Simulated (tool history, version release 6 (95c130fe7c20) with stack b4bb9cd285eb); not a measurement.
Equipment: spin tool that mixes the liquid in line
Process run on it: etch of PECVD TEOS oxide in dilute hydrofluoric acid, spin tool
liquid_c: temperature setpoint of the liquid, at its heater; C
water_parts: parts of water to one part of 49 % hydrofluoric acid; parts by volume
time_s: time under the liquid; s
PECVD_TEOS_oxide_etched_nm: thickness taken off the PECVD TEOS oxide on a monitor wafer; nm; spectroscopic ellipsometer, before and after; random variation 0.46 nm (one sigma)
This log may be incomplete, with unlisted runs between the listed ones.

{"run": 1, "hour": 0.0, "liquid_c": 26, "water_parts": 95, "time_s": 240, "PECVD_TEOS_oxide_etched_nm": 33.767}
{"run": 2, "hour": 0.7, "liquid_c": 27.5, "water_parts": 85, "time_s": 240, "PECVD_TEOS_oxide_etched_nm": 40.899}
{"run": 3, "hour": 7.6, "liquid_c": 27.5, "water_parts": 115, "time_s": 240, "PECVD_TEOS_oxide_etched_nm": 28.634}
{"run": 4, "hour": 8.3, "liquid_c": 27.5, "water_parts": 115, "time_s": 260, "PECVD_TEOS_oxide_etched_nm": 31.582}
{"run": 5, "hour": 17.1, "liquid_c": 27.5, "water_parts": 115, "time_s": 240, "PECVD_TEOS_oxide_etched_nm": 28.72}
{"run": 6, "hour": 22.7, "liquid_c": 29, "water_parts": 100, "time_s": 240, "PECVD_TEOS_oxide_etched_nm": 35.669}
{"run": 7, "hour": 28.7, "liquid_c": 30, "water_parts": 90, "time_s": 240, "PECVD_TEOS_oxide_etched_nm": 41.636}
{"run": 8, "hour": 32.0, "liquid_c": 31, "water_parts": 80, "time_s": 240, "PECVD_TEOS_oxide_etched_nm": 49.576}
{"run": 9, "hour": 33.3, "liquid_c": 31.5, "water_parts": 75, "time_s": 240, "PECVD_TEOS_oxide_etched_nm": 54.162}
{"run": 10, "hour": 39.4, "liquid_c": 32, "water_parts": 70, "time_s": 240, "PECVD_TEOS_oxide_etched_nm": 59.611}
{"run": 11, "hour": 47.9, "liquid_c": 32, "water_parts": 70, "time_s": 240, "PECVD_TEOS_oxide_etched_nm": 59.124}

Run 12 is up next; what results do you expect?
{"run": 12, "hour": 49.6, "liquid_c": 32.5, "water_parts": 65, "time_s": 240, "PECVD_TEOS_oxide_etched_nm": "?"}

{"run 12": {"PECVD_TEOS_oxide_etched_nm": 65.645}}
